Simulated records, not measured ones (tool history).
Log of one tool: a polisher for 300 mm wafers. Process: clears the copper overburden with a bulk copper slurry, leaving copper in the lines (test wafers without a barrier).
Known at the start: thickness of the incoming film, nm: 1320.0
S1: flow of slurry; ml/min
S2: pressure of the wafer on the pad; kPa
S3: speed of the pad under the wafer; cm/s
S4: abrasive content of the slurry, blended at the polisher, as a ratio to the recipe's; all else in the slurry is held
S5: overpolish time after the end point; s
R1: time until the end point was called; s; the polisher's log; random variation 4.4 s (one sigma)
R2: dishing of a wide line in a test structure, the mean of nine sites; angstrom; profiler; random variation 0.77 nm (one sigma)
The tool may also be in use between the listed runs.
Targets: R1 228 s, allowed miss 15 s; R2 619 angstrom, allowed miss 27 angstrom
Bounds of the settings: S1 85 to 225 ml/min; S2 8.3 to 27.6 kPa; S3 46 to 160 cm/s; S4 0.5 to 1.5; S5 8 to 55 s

run	hour	S1	S2	S3	S4	S5	R1	R2
1	0	145	17.9	102	1	28	157.31	969.18
2	2.9	145	17.9	102	0.9	28	155.33	972.51
3	7.1	145	17.9	102	0.9	37	160.35	1076.6
4	9.7	145	17.9	102	0.9	46	154.61	1117.6
5	12.4	145	17.2	104	0.9	42	156.63	1119.7
6	13.2	155	17.2	104	0.9	42	158.37	1105.4
7	14.4	150	16.5	104	0.95	38	166.21	1056.8
8	18.6	145	16.5	100	0.9	35	173.5	1001.6
9	19.5	140	15.9	100	0.95	32	177.49	947.17
10	22.8	140	11	106	0.9	18	230.2	569.2

Which of these 4 next moves meets every target?
A	26.1	135	9.7	110	1.05	19	?	?
B	26.1	150	8.3	116	1.05	20	?	?
C	26.1	205	13.1	80	1.25	21	?	?
D	26.1	150	11	90	1.1	26	?	?

move	R1	R2
A	244.09	558.01
B	257.42	545.11
C	238.93	630.66
D	260.04	664.61
A: further off than the last run
B: further off than the last run
C: meets every target
D: takes the result that was furthest off past its target
The right move is C.
